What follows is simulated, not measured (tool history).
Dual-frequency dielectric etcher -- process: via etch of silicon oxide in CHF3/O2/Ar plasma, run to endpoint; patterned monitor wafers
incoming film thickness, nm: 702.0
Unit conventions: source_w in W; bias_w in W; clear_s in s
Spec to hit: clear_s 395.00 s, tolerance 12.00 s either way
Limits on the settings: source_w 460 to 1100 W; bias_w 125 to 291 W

Run 1, hour 0.0: source_w 780 W, bias_w 208 W. Result: clear_s 333.51 s.
Run 2, hour 5.1: source_w 700 W, bias_w 197 W. Result: clear_s 356.61 s.
Run 3, hour 6.0: source_w 700 W, bias_w 164 W. Result: clear_s 375.92 s.
Run 4, hour 12.5: source_w 700 W, bias_w 185 W. Result: clear_s 364.41 s.
Run 5, hour 18.6: source_w 700 W, bias_w 164 W. Result: clear_s 375.26 s.
Run 6, hour 21.5: source_w 700 W, bias_w 190 W. Result: clear_s 360.37 s.
Run 7, hour 29.3: source_w 660 W, bias_w 186 W. Result: clear_s 372.35 s.
Run 8, hour 29.8: source_w 630 W, bias_w 184 W. Result: clear_s 379.87 s.

Next run, 4 choices. One meets every target within its allowed miss, the rest don't. Which?
Run A, hour 30.3: source_w 680 W, bias_w 191 W. Result: clear_s ?.
Run B, hour 30.3: source_w 720 W, bias_w 171 W. Result: clear_s ?.
Run C, hour 30.3: source_w 680 W, bias_w 181 W. Result: clear_s ?.
Run D, hour 30.3: source_w 560 W, bias_w 186 W. Result: clear_s ?.

move  clear_s
   A   361.52
   B   363.65
   C   366.82
   D   394.91
A: the biggest miss grows against the last run
B: the biggest miss grows against the last run
C: the biggest miss grows against the last run
D: each result inside its tolerance
The right move is D.
